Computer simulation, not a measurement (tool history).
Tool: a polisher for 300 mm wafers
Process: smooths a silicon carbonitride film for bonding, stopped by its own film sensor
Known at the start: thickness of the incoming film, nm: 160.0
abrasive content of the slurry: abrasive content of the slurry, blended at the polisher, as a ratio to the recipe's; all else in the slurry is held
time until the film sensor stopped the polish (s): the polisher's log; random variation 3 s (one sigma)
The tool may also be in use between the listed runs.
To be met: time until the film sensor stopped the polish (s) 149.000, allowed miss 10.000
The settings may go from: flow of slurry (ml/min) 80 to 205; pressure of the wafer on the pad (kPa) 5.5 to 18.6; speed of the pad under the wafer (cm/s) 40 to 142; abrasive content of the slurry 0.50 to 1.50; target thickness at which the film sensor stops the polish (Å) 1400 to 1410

| run | day | flow of slurry (ml/min) | pressure of the wafer on the pad (kPa) | speed of the pad under the wafer (cm/s) | abrasive content of the slurry | target thickness at which the film sensor stops the polish (Å) | time until the film sensor stopped the polish (s) |
|---|---|---|---|---|---|---|---|
| 1 | 0.000 | 135 | 11.7 | 90 | 1.00 | 1410 | 103.320 |
| 2 | 0.183 | 135 | 11.7 | 90 | 1.00 | 1410 | 103.400 |
| 3 | 0.525 | 125 | 11.7 | 90 | 1.00 | 1410 | 104.330 |
| 4 | 0.688 | 125 | 11.0 | 90 | 1.00 | 1410 | 112.620 |
| 5 | 0.821 | 125 | 11.0 | 112 | 1.00 | 1410 | 95.377 |
| 6 | 0.871 | 125 | 12.4 | 112 | 1.00 | 1410 | 86.072 |
| 7 | 1.158 | 125 | 9.0 | 100 | 1.00 | 1410 | 129.170 |
| 8 | 1.258 | 125 | 9.0 | 100 | 1.00 | 1410 | 126.710 |
| 9 | 1.479 | 125 | 6.9 | 98 | 1.00 | 1410 | 163.810 |

Which of these 4 next moves meets every target?
| A | 1.700 | 80 | 8.3 | 78 | 1.10 | 1400 | ? |
| B | 1.700 | 150 | 6.9 | 84 | 1.00 | 1410 | ? |
| C | 1.700 | 150 | 7.6 | 108 | 0.90 | 1410 | ? |
| D | 1.700 | 115 | 6.9 | 86 | 1.05 | 1400 | ? |

| move | time until the film sensor stopped the polish (s) |
|---|---|
| A | 171.260 |
| B | 174.480 |
| C | 148.150 |
| D | 183.700 |
A: further off than the last run
B: further off than the last run
C: meets every target
D: further off than the last run
Answer: C
